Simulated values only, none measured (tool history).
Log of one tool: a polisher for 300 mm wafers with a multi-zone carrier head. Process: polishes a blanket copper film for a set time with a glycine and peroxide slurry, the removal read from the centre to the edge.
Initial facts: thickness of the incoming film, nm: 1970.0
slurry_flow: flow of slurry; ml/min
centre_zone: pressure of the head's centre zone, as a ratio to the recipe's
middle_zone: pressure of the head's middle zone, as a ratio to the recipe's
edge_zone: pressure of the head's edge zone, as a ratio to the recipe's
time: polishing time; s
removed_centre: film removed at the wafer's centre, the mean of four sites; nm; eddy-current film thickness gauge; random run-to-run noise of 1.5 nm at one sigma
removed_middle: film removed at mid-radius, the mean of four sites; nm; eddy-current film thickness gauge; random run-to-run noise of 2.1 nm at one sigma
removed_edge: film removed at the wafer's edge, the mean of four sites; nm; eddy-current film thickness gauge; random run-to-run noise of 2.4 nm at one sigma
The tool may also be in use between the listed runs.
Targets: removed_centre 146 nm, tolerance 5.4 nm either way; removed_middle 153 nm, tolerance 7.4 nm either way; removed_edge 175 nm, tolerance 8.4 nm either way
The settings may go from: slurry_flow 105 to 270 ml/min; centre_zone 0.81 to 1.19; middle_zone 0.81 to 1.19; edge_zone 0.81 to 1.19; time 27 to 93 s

run	day	slurry_flow	centre_zone	middle_zone	edge_zone	time	removed_centre	removed_middle	removed_edge
1	0	175	1	1	1	59	228.19	226.23	233.73
2	0.067	175	1	1.05	1	59	229.29	239.78	233.5
3	0.433	175	1	1.05	1	51	196.37	206.17	199.2
4	0.758	165	0.96	1.01	0.99	49	179.39	185.27	193.02
5	0.867	160	0.93	0.99	0.97	48	173.25	182.66	186.84
6	1	155	0.91	0.97	0.98	47	164.26	167.43	180.04
7	1.304	145	0.89	0.97	0.99	47	158.29	171.24	183.38
8	1.542	140	0.88	0.95	0.99	47	153.02	167.89	182.93
9	1.829	135	0.88	0.93	0.98	47	155.07	165.09	178.4

4 next moves are on the table. One of them brings every result within its allowed miss. Which?
A	2.117	105	0.93	1.02	0.87	48	?	?	?
B	2.117	140	1.08	0.9	0.95	44	?	?	?
C	2.117	170	0.96	0.92	1.02	43	?	?	?
D	2.117	130	0.86	0.89	0.98	46	?	?	?

move	removed_centre	removed_middle	removed_edge
A	157.69	172.63	169.1
B	176.38	149.23	167.15
C	158.6	152.83	172.44
D	145.7	152.97	175.92
A: moves away from the targets compared with the last run
B: moves away from the targets compared with the last run
C: moves away from the targets compared with the last run
D: meets every target
The right move is D.

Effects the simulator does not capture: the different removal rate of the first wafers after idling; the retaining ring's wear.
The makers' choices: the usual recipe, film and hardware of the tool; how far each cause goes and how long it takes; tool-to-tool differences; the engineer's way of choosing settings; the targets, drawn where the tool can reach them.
